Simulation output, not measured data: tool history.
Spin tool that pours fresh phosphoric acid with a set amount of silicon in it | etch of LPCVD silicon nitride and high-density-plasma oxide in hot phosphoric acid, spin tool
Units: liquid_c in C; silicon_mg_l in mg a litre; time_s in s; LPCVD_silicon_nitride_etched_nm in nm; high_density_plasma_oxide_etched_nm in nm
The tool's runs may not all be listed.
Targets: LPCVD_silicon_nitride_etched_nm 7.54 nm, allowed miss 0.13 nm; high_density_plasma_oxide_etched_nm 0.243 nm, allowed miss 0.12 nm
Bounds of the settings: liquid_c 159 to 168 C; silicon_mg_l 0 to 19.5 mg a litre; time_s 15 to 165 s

run	hour	liquid_c	silicon_mg_l	time_s	LPCVD_silicon_nitride_etched_nm	high_density_plasma_oxide_etched_nm
1	0	164	8.5	85	8.4671	0.28111
2	5.4	162	8.5	85	7.899	0.23087
3	11.7	162	8	85	7.9316	0.20817
4	19.9	162	12	85	7.9239	0.17927
5	22.4	162	12	115	10.721	0.36969
6	30.2	162	12	140	12.95	0.33454
7	36.2	161.5	11	130	11.91	0.30397
8	42.2	161.5	11	120	10.876	0.31934
9	46.6	161	10	115	10.343	0.26162
10	52.4	162.5	15.5	85	8.0788	0.23058

4 next moves are on the table. One of them brings every result within its allowed miss. Which?
A	58.2	168	6.5	80	?	?
B	58.2	164.5	15	75	?	?
C	58.2	162	16	95	?	?
D	58.2	160	13	90	?	?

move	LPCVD_silicon_nitride_etched_nm	high_density_plasma_oxide_etched_nm
A	9.0624	0.40574
B	7.5732	0.24342
C	8.8263	0.25018
D	7.8175	0.22002
A: further off than the last run
B: meets every target
C: further off than the last run
D: nearer than the last run, and not there yet
The right move is B.

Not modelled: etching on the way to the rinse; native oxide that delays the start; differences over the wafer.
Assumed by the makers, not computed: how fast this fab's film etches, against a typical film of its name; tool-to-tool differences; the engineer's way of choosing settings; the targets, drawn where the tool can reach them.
